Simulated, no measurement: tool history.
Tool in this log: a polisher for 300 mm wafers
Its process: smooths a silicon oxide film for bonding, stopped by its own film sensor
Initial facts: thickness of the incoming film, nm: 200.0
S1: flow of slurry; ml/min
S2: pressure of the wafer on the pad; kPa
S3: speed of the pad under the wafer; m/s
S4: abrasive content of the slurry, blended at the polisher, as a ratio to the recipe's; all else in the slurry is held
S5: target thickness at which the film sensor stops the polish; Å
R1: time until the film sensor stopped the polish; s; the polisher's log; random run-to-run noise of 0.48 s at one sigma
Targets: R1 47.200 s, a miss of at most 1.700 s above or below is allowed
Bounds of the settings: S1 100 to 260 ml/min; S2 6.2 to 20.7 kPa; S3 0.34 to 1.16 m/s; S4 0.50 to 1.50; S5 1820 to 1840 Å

| run | hour | S1 | S2 | S3 | S4 | S5 | R1 |
|---|---|---|---|---|---|---|---|
| 1 | 0.0 | 165 | 13.1 | 0.74 | 1.00 | 1820 | 38.743 |
| 2 | 6.3 | 160 | 11.7 | 0.74 | 1.00 | 1820 | 43.050 |
| 3 | 14.2 | 160 | 11.7 | 0.84 | 1.00 | 1820 | 40.296 |
| 4 | 20.7 | 160 | 11.7 | 0.84 | 1.00 | 1820 | 40.583 |
| 5 | 27.3 | 160 | 11.7 | 0.84 | 1.00 | 1840 | 35.385 |
| 6 | 32.2 | 190 | 11.7 | 0.84 | 1.00 | 1840 | 35.077 |
| 7 | 40.6 | 185 | 11.0 | 0.84 | 1.00 | 1840 | 37.322 |
| 8 | 44.2 | 185 | 11.0 | 0.84 | 1.00 | 1840 | 37.492 |
| 9 | 47.0 | 175 | 9.7 | 0.84 | 1.00 | 1840 | 42.778 |
| 10 | 55.5 | 175 | 9.7 | 0.84 | 1.00 | 1840 | 42.993 |
| 11 | 60.4 | 170 | 9.7 | 0.84 | 1.00 | 1840 | 43.173 |
| 12 | 68.5 | 165 | 9.7 | 0.84 | 1.00 | 1840 | 43.340 |
| 13 | 76.7 | 160 | 9.7 | 0.84 | 1.00 | 1840 | 42.388 |

Next run, 5 choices. One meets every target within its allowed miss, the rest don't. Which?
| A | 84.9 | 165 | 9.7 | 0.78 | 1.00 | 1820 | ? |
| B | 84.9 | 150 | 10.3 | 0.58 | 1.10 | 1820 | ? |
| C | 84.9 | 135 | 11.0 | 0.56 | 1.00 | 1820 | ? |
| D | 84.9 | 180 | 8.3 | 0.92 | 1.05 | 1820 | ? |
| E | 84.9 | 180 | 11.0 | 0.70 | 0.95 | 1820 | ? |

| move | R1 |
|---|---|
| A | 50.721 |
| B | 52.613 |
| C | 52.981 |
| D | 52.420 |
| E | 47.730 |
A: moves the result that the last run missed by most past its target, out the other side
B: moves the result that the last run missed by most past its target, out the other side
C: moves the result that the last run missed by most past its target, out the other side
D: moves the result that the last run missed by most past its target, out the other side
E: every result within its allowed miss
Move E is the one to make.
